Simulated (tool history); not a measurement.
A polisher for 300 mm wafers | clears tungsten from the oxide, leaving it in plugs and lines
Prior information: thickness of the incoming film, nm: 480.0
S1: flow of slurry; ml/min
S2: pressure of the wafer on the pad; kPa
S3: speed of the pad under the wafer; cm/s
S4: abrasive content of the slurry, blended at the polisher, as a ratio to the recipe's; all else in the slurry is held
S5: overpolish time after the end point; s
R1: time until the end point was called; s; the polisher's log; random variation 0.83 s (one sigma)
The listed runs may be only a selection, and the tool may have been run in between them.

run  hour   S1    S2  S3   S4  S5       R1
  1   0.0  165  24.8  96  1.0   8  119.510
  2   6.9  165  24.8  96  1.0   6  118.440
  3  15.2  205  24.8  96  1.0   6  115.060
  4  18.2  205  26.2  96  1.0   6  109.140
  5  23.0  205  26.2  96  1.0   6  110.620
  6  25.3  205  27.6  96  1.0   6  105.000

Expected results for the next run?
  7  31.1  205  29.0  96  1.0   6   ?

Run 7 produced R1 99.485 s.
